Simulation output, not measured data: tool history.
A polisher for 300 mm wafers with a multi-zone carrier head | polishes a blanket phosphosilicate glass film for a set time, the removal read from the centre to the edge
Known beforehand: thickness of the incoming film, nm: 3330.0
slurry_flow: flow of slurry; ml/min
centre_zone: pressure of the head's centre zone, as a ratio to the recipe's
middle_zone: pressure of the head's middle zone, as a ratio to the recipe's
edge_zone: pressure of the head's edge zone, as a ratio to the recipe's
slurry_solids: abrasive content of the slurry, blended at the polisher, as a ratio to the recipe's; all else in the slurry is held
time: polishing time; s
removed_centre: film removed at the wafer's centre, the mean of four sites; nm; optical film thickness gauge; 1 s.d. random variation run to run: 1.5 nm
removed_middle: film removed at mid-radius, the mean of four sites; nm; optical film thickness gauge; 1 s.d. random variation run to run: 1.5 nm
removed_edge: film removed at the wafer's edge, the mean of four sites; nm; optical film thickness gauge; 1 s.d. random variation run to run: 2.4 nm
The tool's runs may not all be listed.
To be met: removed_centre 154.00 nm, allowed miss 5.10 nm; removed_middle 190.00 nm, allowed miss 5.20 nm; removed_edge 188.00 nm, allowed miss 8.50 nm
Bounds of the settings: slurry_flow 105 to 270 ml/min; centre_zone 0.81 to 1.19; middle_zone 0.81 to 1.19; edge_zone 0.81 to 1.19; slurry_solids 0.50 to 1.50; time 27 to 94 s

run,day,slurry_flow,centre_zone,middle_zone,edge_zone,slurry_solids,time,removed_centre,removed_middle,removed_edge
1,0.000,175,1.00,1.00,1.00,1.00,60,366.01,372.76,372.75
2,0.050,165,0.97,1.00,0.99,0.90,56,305.23,323.63,326.68
3,0.375,160,0.95,1.00,0.97,0.85,53,274.62,296.55,291.43
4,0.717,160,0.98,1.00,0.97,0.85,53,276.49,297.13,291.73
5,0.892,160,0.98,1.00,0.97,0.85,40,211.09,225.94,215.54
6,1.188,155,0.95,0.99,0.96,0.80,40,193.30,210.14,208.50
7,1.383,150,0.93,0.99,0.94,0.80,40,190.78,212.10,213.41
8,1.517,150,0.92,1.00,0.94,0.75,40,180.33,203.39,198.42
9,1.683,145,0.91,1.00,0.94,0.75,40,174.89,204.08,195.87
10,1.938,140,0.90,1.00,0.94,0.75,40,169.97,202.11,195.31
11,2.054,135,0.90,1.00,0.94,0.75,40,169.22,198.51,190.91
12,2.400,110,0.82,0.98,0.96,0.75,40,146.11,183.80,185.62
13,2.567,140,0.84,0.98,0.94,0.75,40,160.40,201.20,193.81
14,2.725,135,0.84,0.98,0.94,0.75,40,160.30,195.43,193.91

5 candidate next runs follow, results not yet known. Just one meets every target within its allowed miss. Identify it.
A,2.883,120,0.83,1.06,0.95,0.85,37,?,?,?
B,2.883,185,0.86,1.03,1.03,0.75,35,?,?,?
C,2.883,130,0.87,0.92,0.94,0.90,37,?,?,?
D,2.883,200,0.83,1.05,0.92,0.50,52,?,?,?
E,2.883,120,0.81,0.82,0.92,1.00,37,?,?,?

move,removed_centre,removed_middle,removed_edge
A,153.91,202.62,188.17
B,154.30,189.76,182.00
C,171.14,195.03,197.12
D,158.44,204.34,182.61
E,165.06,188.63,204.55
A: corrects the largest miss of the last run, while another result sits out of spec
B: meets every target
C: misses by more than the last run did
D: corrects the largest miss of the last run, while another result sits out of spec
E: misses by more than the last run did
Correct choice: B, which meets every target
